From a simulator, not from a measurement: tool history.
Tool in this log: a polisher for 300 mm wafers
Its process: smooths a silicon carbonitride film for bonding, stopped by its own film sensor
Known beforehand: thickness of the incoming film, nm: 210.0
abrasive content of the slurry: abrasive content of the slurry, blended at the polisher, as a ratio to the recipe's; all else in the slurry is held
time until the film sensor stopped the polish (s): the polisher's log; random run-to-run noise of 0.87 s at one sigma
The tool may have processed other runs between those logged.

run,hour,flow of slurry (ml/min),pressure of the wafer on the pad (kPa),speed of the pad under the wafer (m/s),abrasive content of the slurry,target thickness at which the film sensor stops the polish (angstrom),time until the film sensor stopped the polish (s)
1,0.0,180,17.9,1.02,1.0,1870,68.220
2,0.9,180,17.9,1.02,0.9,1870,72.263
3,7.6,135,17.9,1.02,0.9,1870,75.095
4,10.2,135,14.5,1.02,0.9,1870,93.174
5,14.1,135,14.5,1.02,0.9,1890,83.923
6,18.6,135,16.5,1.04,0.9,1890,73.456

Estimate the outcome of run 7 from the log above:
7,20.7,135,17.9,1.04,0.9,1890,?

{"run 7": {"time until the film sensor stopped the polish (s)": 67.322}}
